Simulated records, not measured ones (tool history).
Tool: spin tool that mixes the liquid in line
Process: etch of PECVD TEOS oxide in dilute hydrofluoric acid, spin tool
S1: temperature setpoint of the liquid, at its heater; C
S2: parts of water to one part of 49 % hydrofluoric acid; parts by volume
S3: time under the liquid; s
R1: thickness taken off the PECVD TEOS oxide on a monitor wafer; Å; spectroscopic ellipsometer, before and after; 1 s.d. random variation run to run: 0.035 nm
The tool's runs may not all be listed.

run 1 hour=0.0 | S1=20.0 S2=205 S3=100 | R1=34.294
run 2 hour=3.4 | S1=17.0 S2=205 S3=100 | R1=30.533
run 3 hour=5.9 | S1=17.0 S2=165 S3=100 | R1=39.310
run 4 hour=13.9 | S1=19.5 S2=150 S3=100 | R1=49.071
run 5 hour=15.4 | S1=21.0 S2=150 S3=100 | R1=52.121
run 6 hour=18.1 | S1=21.0 S2=150 S3=100 | R1=51.872
run 7 hour=23.6 | S1=22.5 S2=140 S3=100 | R1=59.592
run 8 hour=31.0 | S1=23.5 S2=135 S3=100 | R1=64.531
run 9 hour=32.3 | S1=27.5 S2=110 S3=100 | R1=95.189

Run 10 is up next; what results do you expect?
run 10 hour=35.3 | S1=27.0 S2=110 S3=100 | R1=?

Run 10 came out at R1 93.775 Å.
